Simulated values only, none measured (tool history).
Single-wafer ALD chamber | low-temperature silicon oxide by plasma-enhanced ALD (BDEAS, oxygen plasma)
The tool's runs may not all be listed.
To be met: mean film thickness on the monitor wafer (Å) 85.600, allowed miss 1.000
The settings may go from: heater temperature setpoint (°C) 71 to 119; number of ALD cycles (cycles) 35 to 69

| run | hour | heater temperature setpoint (°C) | number of ALD cycles (cycles) | mean film thickness on the monitor wafer (Å) |
|---|---|---|---|---|
| 1 | 0.0 | 95 | 52 | 70.308 |
| 2 | 0.6 | 93 | 53 | 72.647 |
| 3 | 9.2 | 93 | 59 | 80.499 |
| 4 | 15.2 | 91 | 59 | 80.785 |
| 5 | 23.7 | 89 | 59 | 81.701 |
| 6 | 32.1 | 88 | 59 | 82.288 |
| 7 | 39.2 | 87 | 59 | 82.942 |
| 8 | 39.9 | 86 | 59 | 83.217 |
| 9 | 46.9 | 85 | 59 | 83.179 |

4 next moves are on the table. One of them brings every result within its allowed miss. Which?
| A | 53.9 | 98 | 60 | ? |
| B | 53.9 | 82 | 60 | ? |
| C | 53.9 | 87 | 59 | ? |
| D | 53.9 | 85 | 57 | ? |

| move | mean film thickness on the monitor wafer (Å) |
|---|---|
| A | 79.892 |
| B | 85.078 |
| C | 82.066 |
| D | 79.900 |
A: further off than the last run
B: meets every target
C: further off than the last run
D: further off than the last run
The right move is B.

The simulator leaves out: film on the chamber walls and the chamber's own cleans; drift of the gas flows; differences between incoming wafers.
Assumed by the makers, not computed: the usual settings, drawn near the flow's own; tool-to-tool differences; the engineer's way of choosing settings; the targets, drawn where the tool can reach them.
